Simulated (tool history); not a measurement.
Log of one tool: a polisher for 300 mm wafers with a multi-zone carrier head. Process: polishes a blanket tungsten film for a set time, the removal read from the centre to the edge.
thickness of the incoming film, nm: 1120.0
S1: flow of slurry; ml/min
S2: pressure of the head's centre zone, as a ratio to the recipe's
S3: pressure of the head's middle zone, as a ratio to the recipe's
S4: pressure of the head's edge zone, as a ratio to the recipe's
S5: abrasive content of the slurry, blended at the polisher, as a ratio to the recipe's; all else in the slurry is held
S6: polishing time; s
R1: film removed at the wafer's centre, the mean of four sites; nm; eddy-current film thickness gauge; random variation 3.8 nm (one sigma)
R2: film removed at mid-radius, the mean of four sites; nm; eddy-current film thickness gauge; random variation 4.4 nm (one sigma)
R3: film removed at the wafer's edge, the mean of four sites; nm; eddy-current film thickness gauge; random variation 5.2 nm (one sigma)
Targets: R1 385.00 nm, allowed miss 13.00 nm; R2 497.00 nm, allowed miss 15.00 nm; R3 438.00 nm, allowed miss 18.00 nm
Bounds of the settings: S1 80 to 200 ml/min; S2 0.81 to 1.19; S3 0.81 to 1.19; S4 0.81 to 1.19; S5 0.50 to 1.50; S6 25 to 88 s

run,hour,S1,S2,S3,S4,S5,S6,R1,R2,R3
1,0.0,130,1.00,1.00,1.00,1.00,56,369.50,351.64,345.45
2,8.2,130,1.00,1.00,0.94,1.00,56,371.75,351.32,337.35
3,11.1,130,1.00,1.00,1.00,1.00,56,377.95,354.31,343.43
4,17.8,130,1.00,1.00,1.00,1.00,66,437.50,408.17,405.01
5,24.6,130,1.00,1.00,1.04,1.00,66,433.78,413.33,425.45
6,28.7,130,1.00,1.00,1.04,1.10,66,449.18,422.43,427.36
7,36.2,130,0.98,1.02,1.04,1.10,66,443.91,428.19,430.34
8,40.7,130,0.96,1.04,1.04,1.10,66,433.12,437.20,428.42
# hour 42.4: centre zone pressure recalibrated
9,42.4,130,0.94,1.06,1.04,1.10,66,388.72,437.99,429.91
10,43.0,135,0.94,1.07,1.03,1.10,66,393.25,449.20,430.21
11,48.7,140,0.94,1.08,1.02,1.10,66,398.51,457.11,431.61
12,52.5,140,0.94,1.09,1.02,1.10,66,406.22,452.90,427.44
13,54.8,140,0.93,1.10,1.02,1.10,66,393.15,459.91,428.93
14,56.1,140,0.93,1.11,1.02,1.10,66,398.17,468.09,433.21
15,59.4,140,0.93,1.12,1.02,1.10,66,395.50,458.33,422.39
16,66.0,140,0.92,1.13,1.02,1.10,66,391.89,469.41,418.97

4 next moves are on the table. One of them brings every result within its allowed miss. Which?
A,72.6,145,0.85,1.12,0.96,1.15,69,?,?,?
B,72.6,145,0.88,1.05,1.05,1.00,67,?,?,?
C,72.6,135,0.92,0.99,1.01,1.25,64,?,?,?
D,72.6,145,0.93,1.17,1.04,1.20,62,?,?,?

move,R1,R2,R3
A,387.18,493.47,450.01
B,373.76,440.38,438.56
C,391.33,424.95,433.94
D,385.73,462.31,425.24
A: meets every target
B: further off than the last run
C: further off than the last run
D: further off than the last run
The right move is A.
